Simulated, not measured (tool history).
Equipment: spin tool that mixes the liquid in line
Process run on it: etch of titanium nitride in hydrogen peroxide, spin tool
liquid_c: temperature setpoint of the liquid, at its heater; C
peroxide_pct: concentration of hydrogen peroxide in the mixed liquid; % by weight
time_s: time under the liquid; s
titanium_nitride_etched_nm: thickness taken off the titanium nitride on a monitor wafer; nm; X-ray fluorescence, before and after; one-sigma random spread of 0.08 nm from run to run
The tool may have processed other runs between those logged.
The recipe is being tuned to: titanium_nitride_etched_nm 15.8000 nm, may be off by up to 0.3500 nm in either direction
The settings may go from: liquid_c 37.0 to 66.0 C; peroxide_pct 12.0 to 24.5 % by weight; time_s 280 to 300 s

| run | hour | liquid_c | peroxide_pct | time_s | titanium_nitride_etched_nm |
|---|---|---|---|---|---|
| 1 | 0.0 | 53.0 | 16.5 | 280 | 8.7539 |
| 2 | 9.0 | 50.0 | 16.5 | 280 | 7.0505 |
| 3 | 14.4 | 50.0 | 16.5 | 280 | 7.0993 |
| 4 | 15.3 | 53.0 | 16.5 | 280 | 8.7471 |
| 5 | 21.1 | 55.5 | 16.5 | 280 | 10.5000 |
| 6 | 29.5 | 55.5 | 16.5 | 300 | 11.1800 |
| 7 | 38.5 | 57.0 | 16.5 | 300 | 12.3050 |
| 8 | 45.9 | 61.5 | 16.5 | 300 | 16.9150 |
| 9 | 53.7 | 61.0 | 16.5 | 300 | 16.3650 |

5 candidate next runs follow, results not yet known. Just one meets every target within its allowed miss. Identify it.
| A | 61.5 | 61.0 | 18.0 | 300 | ? |
| B | 61.5 | 62.5 | 18.0 | 280 | ? |
| C | 61.5 | 60.5 | 18.0 | 295 | ? |
| D | 61.5 | 61.5 | 15.5 | 300 | ? |
| E | 61.5 | 61.0 | 17.0 | 300 | ? |

| move | titanium_nitride_etched_nm |
|---|---|
| A | 16.7390 |
| B | 17.2810 |
| C | 15.9120 |
| D | 16.7730 |
| E | 16.5370 |
A: lands further from the targets than the last run did
B: lands further from the targets than the last run did
C: each result inside its tolerance
D: lands further from the targets than the last run did
E: lands further from the targets than the last run did
So the answer is move C, the one that meets all the targets.
